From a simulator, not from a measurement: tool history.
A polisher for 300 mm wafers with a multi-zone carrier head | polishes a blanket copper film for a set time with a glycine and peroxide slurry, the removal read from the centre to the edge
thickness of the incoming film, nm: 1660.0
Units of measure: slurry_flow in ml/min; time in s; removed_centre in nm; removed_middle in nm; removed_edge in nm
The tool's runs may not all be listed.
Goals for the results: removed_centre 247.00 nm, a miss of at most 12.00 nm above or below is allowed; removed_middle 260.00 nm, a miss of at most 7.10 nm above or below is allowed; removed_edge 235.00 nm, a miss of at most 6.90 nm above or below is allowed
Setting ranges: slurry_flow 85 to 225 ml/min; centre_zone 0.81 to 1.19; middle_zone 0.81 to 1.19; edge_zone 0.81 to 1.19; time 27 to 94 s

{"run": 1, "hour": 0.0, "slurry_flow": 145, "centre_zone": 1.0, "middle_zone": 1.0, "edge_zone": 1.0, "time": 60, "removed_centre": 233.03, "removed_middle": 226.6, "removed_edge": 231.8}
{"run": 2, "hour": 8.7, "slurry_flow": 145, "centre_zone": 1.07, "middle_zone": 1.0, "edge_zone": 1.0, "time": 60, "removed_centre": 248.72, "removed_middle": 226.84, "removed_edge": 230.76}
{"run": 3, "hour": 13.2, "slurry_flow": 145, "centre_zone": 1.07, "middle_zone": 1.0, "edge_zone": 0.97, "time": 60, "removed_centre": 247.69, "removed_middle": 228.76, "removed_edge": 229.24}
{"run": 4, "hour": 14.3, "slurry_flow": 150, "centre_zone": 1.06, "middle_zone": 1.02, "edge_zone": 0.97, "time": 60, "removed_centre": 250.72, "removed_middle": 233.27, "removed_edge": 230.24}
{"run": 5, "hour": 18.9, "slurry_flow": 150, "centre_zone": 1.06, "middle_zone": 1.02, "edge_zone": 0.97, "time": 70, "removed_centre": 286.6, "removed_middle": 276.05, "removed_edge": 267.77}
{"run": 6, "hour": 19.7, "slurry_flow": 150, "centre_zone": 1.06, "middle_zone": 1.02, "edge_zone": 0.94, "time": 70, "removed_centre": 293.66, "removed_middle": 269.83, "removed_edge": 265.29}
{"run": 7, "hour": 20.3, "slurry_flow": 140, "centre_zone": 1.04, "middle_zone": 1.04, "edge_zone": 0.93, "time": 69, "removed_centre": 265.95, "removed_middle": 267.05, "removed_edge": 254.57}
{"run": 8, "hour": 27.7, "slurry_flow": 115, "centre_zone": 1.05, "middle_zone": 1.06, "edge_zone": 0.84, "time": 68, "removed_centre": 267.79, "removed_middle": 261.19, "removed_edge": 236.22}

Which of these 5 next moves meets every target?
{"run": "A", "hour": 35.1, "slurry_flow": 115, "centre_zone": 1.06, "middle_zone": 1.07, "edge_zone": 0.85, "time": 70, "removed_centre": "?", "removed_middle": "?", "removed_edge": "?"}
{"run": "B", "hour": 35.1, "slurry_flow": 120, "centre_zone": 1.14, "middle_zone": 1.01, "edge_zone": 0.82, "time": 72, "removed_centre": "?", "removed_middle": "?", "removed_edge": "?"}
{"run": "C", "hour": 35.1, "slurry_flow": 115, "centre_zone": 1.09, "middle_zone": 1.06, "edge_zone": 0.83, "time": 70, "removed_centre": "?", "removed_middle": "?", "removed_edge": "?"}
{"run": "D", "hour": 35.1, "slurry_flow": 125, "centre_zone": 1.15, "middle_zone": 1.02, "edge_zone": 0.81, "time": 71, "removed_centre": "?", "removed_middle": "?", "removed_edge": "?"}
{"run": "E", "hour": 35.1, "slurry_flow": 105, "centre_zone": 1.01, "middle_zone": 1.08, "edge_zone": 0.86, "time": 69, "removed_centre": "?", "removed_middle": "?", "removed_edge": "?"}

move=A removed_centre=270.48 removed_middle=270.88 removed_edge=239.77
move=B removed_centre=302.91 removed_middle=268.03 removed_edge=244.73
move=C removed_centre=278.17 removed_middle=268.69 removed_edge=237.28
move=D removed_centre=304.75 removed_middle=269.13 removed_edge=241.67
move=E removed_centre=246.95 removed_middle=262.73 removed_edge=233.61
A: lands further from the targets than the last run did
B: lands further from the targets than the last run did
C: lands further from the targets than the last run did
D: lands further from the targets than the last run did
E: hits every target within its allowed miss
Move E is the one to make.

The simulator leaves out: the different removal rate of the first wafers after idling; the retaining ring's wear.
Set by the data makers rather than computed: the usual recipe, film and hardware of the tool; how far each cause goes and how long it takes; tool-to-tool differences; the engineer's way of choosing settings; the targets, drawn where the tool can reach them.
